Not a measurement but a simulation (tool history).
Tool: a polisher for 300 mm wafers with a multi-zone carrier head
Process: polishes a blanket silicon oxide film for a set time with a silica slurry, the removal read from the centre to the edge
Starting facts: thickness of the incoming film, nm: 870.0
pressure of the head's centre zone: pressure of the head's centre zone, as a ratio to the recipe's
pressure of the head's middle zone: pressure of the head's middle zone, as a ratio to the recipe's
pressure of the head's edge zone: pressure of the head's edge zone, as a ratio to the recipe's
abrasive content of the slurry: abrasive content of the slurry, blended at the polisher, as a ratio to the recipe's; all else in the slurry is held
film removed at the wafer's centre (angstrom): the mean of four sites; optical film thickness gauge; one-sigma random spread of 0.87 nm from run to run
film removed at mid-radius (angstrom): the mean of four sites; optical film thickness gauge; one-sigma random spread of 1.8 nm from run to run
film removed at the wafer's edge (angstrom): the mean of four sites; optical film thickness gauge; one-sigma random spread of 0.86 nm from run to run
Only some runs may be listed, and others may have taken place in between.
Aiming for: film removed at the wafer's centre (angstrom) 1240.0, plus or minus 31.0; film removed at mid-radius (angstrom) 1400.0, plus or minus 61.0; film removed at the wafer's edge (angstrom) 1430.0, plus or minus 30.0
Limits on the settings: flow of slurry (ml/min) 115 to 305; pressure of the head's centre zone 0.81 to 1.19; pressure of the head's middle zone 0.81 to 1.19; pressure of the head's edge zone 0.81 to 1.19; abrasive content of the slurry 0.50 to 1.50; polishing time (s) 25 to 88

run,hour,flow of slurry (ml/min),pressure of the head's centre zone,pressure of the head's middle zone,pressure of the head's edge zone,abrasive content of the slurry,polishing time (s),film removed at the wafer's centre (angstrom),film removed at mid-radius (angstrom),film removed at the wafer's edge (angstrom)
1,0.0,195,1.00,1.00,1.00,1.00,56,1472.9,1515.7,1494.8
2,2.7,195,1.00,0.94,1.00,1.00,56,1468.3,1443.1,1474.2
3,5.0,180,0.97,0.94,1.00,1.00,56,1406.4,1417.0,1472.3
4,11.4,180,0.97,0.94,1.00,1.00,47,1187.5,1204.3,1229.0
5,20.2,180,0.97,0.94,1.00,0.80,47,1028.2,1036.1,1073.7
6,24.8,180,0.97,1.02,1.00,0.80,47,1040.7,1083.3,1085.0
7,32.7,195,0.96,1.04,1.04,0.85,47,1064.4,1171.8,1167.4
8,41.4,210,0.97,1.05,1.08,0.85,47,1095.2,1195.3,1189.2
9,42.1,210,0.97,1.05,1.08,0.85,47,1107.9,1186.7,1187.9
10,42.7,215,0.96,1.05,1.10,0.90,47,1124.1,1259.9,1253.7
11,49.4,225,0.96,1.04,1.12,0.90,47,1135.0,1220.9,1252.1
12,57.5,230,0.96,1.05,1.14,0.95,47,1179.5,1304.2,1317.8
13,59.6,240,0.95,1.05,1.15,0.95,47,1172.4,1309.7,1333.9
14,65.1,250,0.95,1.05,1.16,0.95,47,1200.7,1311.0,1333.8
15,73.8,250,0.94,1.05,1.17,0.95,47,1161.4,1310.6,1347.3
16,75.1,250,0.94,1.05,1.17,0.95,47,1170.2,1303.8,1353.1
17,78.6,260,0.94,1.06,1.17,0.95,47,1167.8,1326.5,1368.8
18,80.1,295,0.98,1.09,1.19,1.00,47,1287.1,1408.8,1420.7

Exactly one of the 4 candidate moves below puts every result within its allowed miss. Which one?
A,81.6,270,0.86,1.05,1.11,1.20,48,?,?,?
B,81.6,300,0.89,0.95,1.19,1.00,47,?,?,?
C,81.6,295,0.94,1.08,1.19,0.90,50,?,?,?
D,81.6,295,0.97,1.12,1.17,0.95,47,?,?,?

move,film removed at the wafer's centre (angstrom),film removed at mid-radius (angstrom),film removed at the wafer's edge (angstrom)
A,1255.7,1526.9,1540.8
B,1174.1,1289.7,1439.4
C,1240.9,1403.5,1437.6
D,1243.1,1395.8,1382.0
A: the worst result of the last run now meets its target, but another is out of spec
B: the result that was furthest off in the last run now lies on the other side of its target
C: in spec on every target
D: the worst result of the last run now meets its target, but another is out of spec
Correct choice: C, which meets every target
